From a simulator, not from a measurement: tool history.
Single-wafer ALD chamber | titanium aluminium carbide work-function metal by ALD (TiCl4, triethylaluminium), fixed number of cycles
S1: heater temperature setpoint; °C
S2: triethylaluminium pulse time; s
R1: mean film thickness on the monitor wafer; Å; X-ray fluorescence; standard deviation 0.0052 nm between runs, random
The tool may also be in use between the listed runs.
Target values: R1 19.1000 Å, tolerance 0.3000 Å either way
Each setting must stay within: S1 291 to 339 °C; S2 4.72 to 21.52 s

Run 1, hour 0.0: S1 315 °C, S2 13.12 s. Result: R1 21.3400 Å.
Run 2, hour 2.7: S1 315 °C, S2 9.42 s. Result: R1 19.9050 Å.
Run 3, hour 7.0: S1 315 °C, S2 6.79 s. Result: R1 15.3640 Å.
Run 4, hour 12.0: S1 317 °C, S2 7.05 s. Result: R1 16.3060 Å.
Run 5, hour 20.3: S1 317 °C, S2 4.72 s. Result: R1 3.5781 Å.
Run 6, hour 28.9: S1 314 °C, S2 4.88 s. Result: R1 4.9384 Å.
Run 7, hour 36.5: S1 317 °C, S2 5.08 s. Result: R1 6.6642 Å.
Run 8, hour 41.9: S1 317 °C, S2 5.08 s. Result: R1 6.6352 Å.
Run 9, hour 50.1: S1 329 °C, S2 9.28 s. Result: R1 20.9220 Å.
Run 10, hour 53.1: S1 328 °C, S2 9.28 s. Result: R1 20.8500 Å.
Run 11, hour 60.4: S1 326 °C, S2 9.28 s. Result: R1 20.6490 Å.
Run 12, hour 62.4: S1 324 °C, S2 9.28 s. Result: R1 20.5680 Å.
Run 13, hour 63.7: S1 322 °C, S2 9.28 s. Result: R1 20.4160 Å.
Run 14, hour 64.8: S1 320 °C, S2 9.28 s. Result: R1 20.2350 Å.
Run 15, hour 66.0: S1 318 °C, S2 9.28 s. Result: R1 20.0000 Å.
Run 16, hour 72.9: S1 316 °C, S2 9.27 s. Result: R1 19.9190 Å.
Run 17, hour 78.7: S1 315 °C, S2 9.27 s. Result: R1 19.8590 Å.
Run 18, hour 85.9: S1 314 °C, S2 9.26 s. Result: R1 19.7960 Å.
Run 19, hour 93.2: S1 314 °C, S2 9.24 s. Result: R1 19.7780 Å.
Run 20, hour 94.0: S1 314 °C, S2 9.22 s. Result: R1 19.6860 Å.
Run 21, hour 99.7: S1 314 °C, S2 9.20 s. Result: R1 19.6830 Å.
Run 22, hour 103.9: S1 314 °C, S2 9.19 s. Result: R1 19.6190 Å.

Pick the move, out of 4, that brings all results within their allowed miss; only one does.
Run A, hour 108.1: S1 306 °C, S2 8.49 s. Result: R1 ?.
Run B, hour 108.1: S1 314 °C, S2 8.14 s. Result: R1 ?.
Run C, hour 108.1: S1 319 °C, S2 8.92 s. Result: R1 ?.
Run D, hour 108.1: S1 315 °C, S2 8.70 s. Result: R1 ?.

move       R1
   A  18.1630
   B  18.2800
   C  19.6890
   D  19.1230
A: takes the biggest miss from the last run beyond its target
B: takes the biggest miss from the last run beyond its target
C: the biggest miss grows against the last run
D: all results in spec
So the answer is move D, the one that meets all the targets.

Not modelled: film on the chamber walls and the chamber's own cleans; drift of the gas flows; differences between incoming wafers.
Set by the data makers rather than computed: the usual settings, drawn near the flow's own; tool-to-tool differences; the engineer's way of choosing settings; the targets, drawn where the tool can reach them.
